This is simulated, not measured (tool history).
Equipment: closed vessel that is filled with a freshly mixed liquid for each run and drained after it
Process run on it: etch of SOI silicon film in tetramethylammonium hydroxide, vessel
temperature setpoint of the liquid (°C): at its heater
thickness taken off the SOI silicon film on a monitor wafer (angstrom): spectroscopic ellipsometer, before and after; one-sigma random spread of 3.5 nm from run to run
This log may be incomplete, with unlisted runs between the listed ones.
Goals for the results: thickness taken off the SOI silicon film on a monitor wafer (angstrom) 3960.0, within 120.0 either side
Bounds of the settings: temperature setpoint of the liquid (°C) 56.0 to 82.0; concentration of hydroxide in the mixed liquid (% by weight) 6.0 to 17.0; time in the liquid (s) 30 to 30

run  hour  temperature setpoint of the liquid (°C)  concentration of hydroxide in the mixed liquid (% by weight)  time in the liquid (s)  thickness taken off the SOI silicon film on a monitor wafer (angstrom)
  1   0.0                                     69.0                                                          11.5                      30                                                                  2169.4
  2   8.9                                     70.0                                                          11.5                      30                                                                  2305.8
  3  11.3                                     70.0                                                          11.5                      30                                                                  2285.4
  4  15.9                                     70.0                                                          11.5                      30                                                                  2317.6
  5  16.6                                     71.0                                                          11.5                      30                                                                  2467.3
  6  20.0                                     71.0                                                          11.5                      30                                                                  2429.7
  7  24.5                                     72.0                                                          11.5                      30                                                                  2605.7
  8  31.0                                     72.5                                                          11.5                      30                                                                  2641.8
  9  37.7                                     73.5                                                          11.5                      30                                                                  2781.1
 10  38.4                                     74.0                                                          11.5                      30                                                                  2908.1
 11  39.1                                     74.5                                                          11.5                      30                                                                  3015.5
 12  45.2                                     75.0                                                          11.5                      30                                                                  3031.9
 13  52.8                                     75.5                                                          11.5                      30                                                                  3162.9
 14  60.6                                     76.0                                                          11.5                      30                                                                  3205.9
 15  62.4                                     76.5                                                          11.5                      30                                                                  3340.8
 16  68.6                                     77.0                                                          11.5                      30                                                                  3522.9
 17  76.1                                     78.0                                                          11.5                      30                                                                  3658.9

Which one of the following 4 next-run settings gets every result inside its allowed miss? There is exactly one.
  A  83.6                                     81.0                                                          12.0                      30                                                                       ?
  B  83.6                                     76.5                                                          13.0                      30                                                                       ?
  C  83.6                                     76.5                                                          10.5                      30                                                                       ?
  D  83.6                                     80.5                                                          13.5                      30                                                                       ?

move  thickness taken off the SOI silicon film on a monitor wafer (angstrom)
   A                                                                  4242.8
   B                                                                  3188.6
   C                                                                  3467.9
   D                                                                  3917.8
A: the result that was furthest off in the last run now lies on the other side of its target
B: misses by more than the last run did
C: misses by more than the last run did
D: in spec on every target
Go with D: it meets all targets.

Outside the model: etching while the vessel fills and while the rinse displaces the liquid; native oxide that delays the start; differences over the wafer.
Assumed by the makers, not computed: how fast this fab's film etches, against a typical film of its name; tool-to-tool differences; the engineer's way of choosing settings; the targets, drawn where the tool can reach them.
